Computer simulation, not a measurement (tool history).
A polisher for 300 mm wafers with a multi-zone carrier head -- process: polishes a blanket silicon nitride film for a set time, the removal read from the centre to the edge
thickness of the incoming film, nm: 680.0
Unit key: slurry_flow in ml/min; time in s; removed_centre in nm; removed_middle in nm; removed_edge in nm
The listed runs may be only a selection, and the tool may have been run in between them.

| run | day | slurry_flow | centre_zone | middle_zone | edge_zone | time | removed_centre | removed_middle | removed_edge |
|---|---|---|---|---|---|---|---|---|---|
| 1 | 0 | 195 | 1 | 1 | 1 | 88 | 157.37 | 159.72 | 161.8 |
| 2 | 0.225 | 195 | 1 | 1 | 0.96 | 80 | 141.71 | 145.56 | 142.53 |
| 3 | 0.525 | 190 | 1 | 0.99 | 0.92 | 76 | 137.49 | 134.85 | 134.22 |
| 4 | 0.846 | 190 | 1 | 0.99 | 0.92 | 54 | 96.584 | 96.001 | 95.177 |
| 5 | 1.038 | 190 | 1.04 | 0.99 | 0.92 | 54 | 101.96 | 96.746 | 94.337 |
| 6 | 1.383 | 220 | 1.04 | 0.99 | 0.92 | 54 | 101.25 | 98.023 | 95.451 |
| 7 | 1.658 | 220 | 1.05 | 1.01 | 0.94 | 55 | 105.18 | 100.3 | 97.909 |
| 8 | 1.717 | 225 | 1.06 | 1.03 | 0.96 | 56 | 108.96 | 103.96 | 100.6 |
| 9 | 2.088 | 230 | 1.06 | 1.05 | 0.97 | 56 | 109.32 | 106.07 | 102.79 |

Run 10 comes next. What will it give?
| 10 | 2.333 | 235 | 1.06 | 1.06 | 0.97 | 56 | ? | ? | ? |

Run 10 measured removed_centre 110.22 nm, removed_middle 105.88 nm, removed_edge 103.15 nm.
